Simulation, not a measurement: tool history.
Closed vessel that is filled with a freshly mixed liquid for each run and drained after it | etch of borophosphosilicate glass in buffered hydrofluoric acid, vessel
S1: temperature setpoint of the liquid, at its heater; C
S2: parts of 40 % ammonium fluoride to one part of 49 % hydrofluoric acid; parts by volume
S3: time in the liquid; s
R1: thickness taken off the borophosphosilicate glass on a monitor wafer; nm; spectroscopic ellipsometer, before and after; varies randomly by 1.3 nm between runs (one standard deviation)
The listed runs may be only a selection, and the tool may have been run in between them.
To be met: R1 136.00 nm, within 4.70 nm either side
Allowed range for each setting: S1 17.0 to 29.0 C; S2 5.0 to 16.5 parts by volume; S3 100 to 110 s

run 1 day=0.000 | S1=21.0 S2=10.0 S3=100 | R1=171.99
run 2 day=0.121 | S1=20.5 S2=10.0 S3=100 | R1=167.70
run 3 day=0.446 | S1=20.0 S2=10.0 S3=100 | R1=161.87
run 4 day=0.621 | S1=20.0 S2=7.0 S3=100 | R1=227.37
run 5 day=0.958 | S1=19.5 S2=7.5 S3=100 | R1=205.56
run 6 day=1.096 | S1=19.0 S2=8.0 S3=100 | R1=186.10
run 7 day=1.442 | S1=18.0 S2=9.0 S3=100 | R1=154.15
run 8 day=1.662 | S1=17.5 S2=9.5 S3=100 | R1=145.20

Below are 4 possible settings for the next run. Only one of them brings all results inside the allowed miss of their targets. Which is it?
run A day=1.883 | S1=17.5 S2=9.0 S3=105 | R1=?
run B day=1.883 | S1=17.5 S2=9.5 S3=105 | R1=?
run C day=1.883 | S1=17.5 S2=10.0 S3=110 | R1=?
run D day=1.883 | S1=17.0 S2=10.5 S3=105 | R1=?

move=A R1=155.61
move=B R1=150.32
move=C R1=152.38
move=D R1=134.80
A: further off than the last run
B: further off than the last run
C: further off than the last run
D: meets every target
Answer: D
